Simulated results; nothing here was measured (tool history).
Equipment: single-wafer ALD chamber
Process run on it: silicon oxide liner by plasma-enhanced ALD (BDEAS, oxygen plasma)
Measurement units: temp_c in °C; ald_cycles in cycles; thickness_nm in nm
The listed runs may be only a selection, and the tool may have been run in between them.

run  hour  temp_c  ald_cycles  thickness_nm
  1     0     315          30        2.6432
  2   7.4     316          28        2.4795
  3  11.7     316          27         2.388
  4  14.9     316          29        2.5624
  5  21.3     321          29          2.54
  6  26.2     321          28        2.4565
  7  27.6     321          27        2.3682
  8  28.5     322          26        2.2734
  9  32.8     326          23        1.9962
 10  37.8     325          23        1.9968

Predict the results of run 11:
 11  41.1     324          23             ?

thickness_nm: 2.0051 nm
